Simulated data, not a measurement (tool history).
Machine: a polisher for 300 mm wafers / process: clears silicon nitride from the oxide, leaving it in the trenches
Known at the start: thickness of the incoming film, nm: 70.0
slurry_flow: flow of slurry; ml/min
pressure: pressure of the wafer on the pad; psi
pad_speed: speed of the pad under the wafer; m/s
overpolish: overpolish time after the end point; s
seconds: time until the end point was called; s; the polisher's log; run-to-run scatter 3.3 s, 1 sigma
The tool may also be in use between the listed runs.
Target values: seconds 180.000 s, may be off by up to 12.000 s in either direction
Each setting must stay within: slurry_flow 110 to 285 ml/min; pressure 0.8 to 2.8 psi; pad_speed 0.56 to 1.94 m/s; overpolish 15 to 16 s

run    day  slurry_flow  pressure  pad_speed  overpolish  seconds
  1  0.000          180       1.8       1.24          15   85.962
  2  0.075          180       1.8       1.24          16   83.763
  3  0.367          180       1.5       1.14          16  107.840
  4  0.475          155       1.5       1.14          16  110.530
  5  0.588          155       1.3       1.08          16  134.040
  6  0.871          185       1.3       1.08          16  131.050
  7  0.950          185       1.2       1.06          16  145.090
  8  1.008          185       1.1       1.06          16  155.100
  9  1.308          185       1.0       1.06          16  167.370

4 next moves are on the table. One of them brings every result within its allowed miss. Which?
  A  1.608          190       0.9       1.12          15        ?
  B  1.608          185       0.9       1.38          16        ?
  C  1.608          180       1.3       0.90          15        ?
  D  1.608          220       0.8       1.52          16        ?

move  seconds
   A  175.120
   B  150.400
   C  145.940
   D  152.970
A: meets every target
B: moves away from the targets compared with the last run
C: moves away from the targets compared with the last run
D: moves away from the targets compared with the last run
Answer: A
